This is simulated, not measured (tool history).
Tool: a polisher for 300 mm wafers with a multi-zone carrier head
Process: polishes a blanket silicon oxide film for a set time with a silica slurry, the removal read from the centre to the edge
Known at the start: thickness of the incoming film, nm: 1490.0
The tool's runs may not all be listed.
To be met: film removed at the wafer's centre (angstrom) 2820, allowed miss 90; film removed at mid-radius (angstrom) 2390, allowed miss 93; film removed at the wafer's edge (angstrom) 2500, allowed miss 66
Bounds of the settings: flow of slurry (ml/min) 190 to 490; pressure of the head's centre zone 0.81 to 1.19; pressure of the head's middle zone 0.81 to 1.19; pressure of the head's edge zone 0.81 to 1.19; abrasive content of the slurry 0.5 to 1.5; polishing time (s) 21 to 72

run  hour  flow of slurry (ml/min)  pressure of the head's centre zone  pressure of the head's middle zone  pressure of the head's edge zone  abrasive content of the slurry  polishing time (s)  film removed at the wafer's centre (angstrom)  film removed at mid-radius (angstrom)  film removed at the wafer's edge (angstrom)
  1     0                      315                                   1                                   1                                 1                               1                  46                                         2074.5                                 2032.6                                       2034.5
  2   1.6                      315                                   1                                0.92                                 1                               1                  46                                         2065.6                                 1902.9                                       2020.8
  3   6.1                      320                                1.02                                0.94                              1.02                            1.05                  46                                         2181.7                                 1978.5                                       2093.4
  4  13.9                      270                                1.02                                0.94                              1.02                            1.05                  46                                         2121.9                                 1943.9                                       2078.2
  5  21.6                      275                                1.04                                0.96                              1.04                             1.1                  46                                           2205                                   2015                                         2168
  6  26.5                      275                                1.11                                0.96                              1.04                             1.1                  46                                         2343.2                                 1964.7                                       2143.3
  7  27.9                      285                                1.12                                0.98                              1.05                            1.15                  46                                         2389.2                                 2075.3                                       2218.9
  8  31.2                      295                                1.13                                0.98                              1.05                             1.2                  46                                         2492.2                                 2124.9                                       2270.4
  9  37.5                      305                                1.14                                0.99                              1.06                             1.2                  46                                         2535.7                                 2195.4                                       2265.6
 10  39.2                      345                                1.19                                0.98                              1.16                             1.3                  46                                         2755.9                                 2256.3                                       2463.7
 11  43.5                      350                                1.19                                0.99                              1.16                             1.3                  46                                         2765.3                                 2270.2                                       2476.7

Which of these 4 next moves meets every target?
  A  47.8                      320                                1.16                                0.96                              1.16                             1.3                  46                                              ?                                      ?                                            ?
  B  47.8                      250                                1.19                                0.89                              1.19                            1.25                  48                                              ?                                      ?                                            ?
  C  47.8                      390                                1.17                                0.99                              1.07                             1.5                  45                                              ?                                      ?                                            ?
  D  47.8                      380                                1.19                                0.86                              1.16                             1.1                  49                                              ?                                      ?                                            ?

move  film removed at the wafer's centre (angstrom)  film removed at mid-radius (angstrom)  film removed at the wafer's edge (angstrom)
   A                                         2711.3                                 2230.6                                       2484.4
   B                                         2764.4                                 2101.8                                       2533.5
   C                                         2885.9                                 2411.4                                         2513
   D                                         2766.8                                 2040.6                                       2473.8
A: further off than the last run
B: further off than the last run
C: meets every target
D: further off than the last run
Move C is the one to make.
